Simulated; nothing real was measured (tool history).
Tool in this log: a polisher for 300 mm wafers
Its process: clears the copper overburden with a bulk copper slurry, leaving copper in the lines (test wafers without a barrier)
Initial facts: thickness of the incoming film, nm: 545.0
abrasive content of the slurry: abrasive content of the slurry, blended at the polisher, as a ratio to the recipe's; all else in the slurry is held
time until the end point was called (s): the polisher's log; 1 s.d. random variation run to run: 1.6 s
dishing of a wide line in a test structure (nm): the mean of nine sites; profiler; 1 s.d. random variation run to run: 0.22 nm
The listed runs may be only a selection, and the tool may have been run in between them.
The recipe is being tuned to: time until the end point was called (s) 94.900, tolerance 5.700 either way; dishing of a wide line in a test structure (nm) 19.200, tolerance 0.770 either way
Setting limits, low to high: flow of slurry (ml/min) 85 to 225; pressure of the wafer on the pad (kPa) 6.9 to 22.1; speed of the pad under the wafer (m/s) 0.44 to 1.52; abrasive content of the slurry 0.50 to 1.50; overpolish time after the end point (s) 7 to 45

| run | day | flow of slurry (ml/min) | pressure of the wafer on the pad (kPa) | speed of the pad under the wafer (m/s) | abrasive content of the slurry | overpolish time after the end point (s) | time until the end point was called (s) | dishing of a wide line in a test structure (nm) |
|---|---|---|---|---|---|---|---|---|
| 1 | 0.000 | 145 | 14.5 | 0.98 | 1.00 | 23 | 88.377 | 25.587 |
| 2 | 0.362 | 150 | 12.4 | 1.08 | 1.05 | 19 | 86.160 | 24.933 |
| 3 | 0.612 | 155 | 11.0 | 1.10 | 1.15 | 16 | 90.544 | 24.209 |
| 4 | 0.971 | 155 | 13.1 | 1.10 | 1.15 | 16 | 81.374 | 24.612 |
| 5 | 1.312 | 175 | 11.7 | 1.12 | 1.25 | 14 | 81.962 | 24.560 |
| 6 | 1.571 | 175 | 11.7 | 1.12 | 1.35 | 14 | 81.124 | 23.606 |
| 7 | 1.783 | 175 | 11.7 | 1.12 | 1.35 | 14 | 81.431 | 23.883 |
| 8 | 2.146 | 150 | 10.3 | 1.18 | 1.40 | 12 | 84.715 | 23.096 |
| 9 | 2.262 | 135 | 9.7 | 1.22 | 1.45 | 11 | 90.969 | 22.311 |
| 10 | 2.542 | 120 | 9.0 | 1.28 | 1.45 | 10 | 90.190 | 21.149 |
| 11 | 2.604 | 110 | 8.3 | 1.32 | 1.45 | 9 | 93.980 | 19.949 |

Which single option among these 4 for the next run brings every result within its allowed miss of target? Just one does.
| A | 2.667 | 125 | 9.0 | 1.24 | 1.20 | 8 | ? | ? |
| B | 2.667 | 125 | 7.6 | 1.24 | 1.50 | 11 | ? | ? |
| C | 2.667 | 115 | 9.7 | 1.18 | 1.45 | 12 | ? | ? |
| D | 2.667 | 120 | 7.6 | 1.40 | 1.50 | 10 | ? | ? |

| move | time until the end point was called (s) | dishing of a wide line in a test structure (nm) |
|---|---|---|
| A | 95.840 | 19.405 |
| B | 100.960 | 21.515 |
| C | 95.804 | 22.680 |
| D | 90.881 | 21.589 |
A: all results in spec
B: lands further from the targets than the last run did
C: lands further from the targets than the last run did
D: lands further from the targets than the last run did
The right move is A.

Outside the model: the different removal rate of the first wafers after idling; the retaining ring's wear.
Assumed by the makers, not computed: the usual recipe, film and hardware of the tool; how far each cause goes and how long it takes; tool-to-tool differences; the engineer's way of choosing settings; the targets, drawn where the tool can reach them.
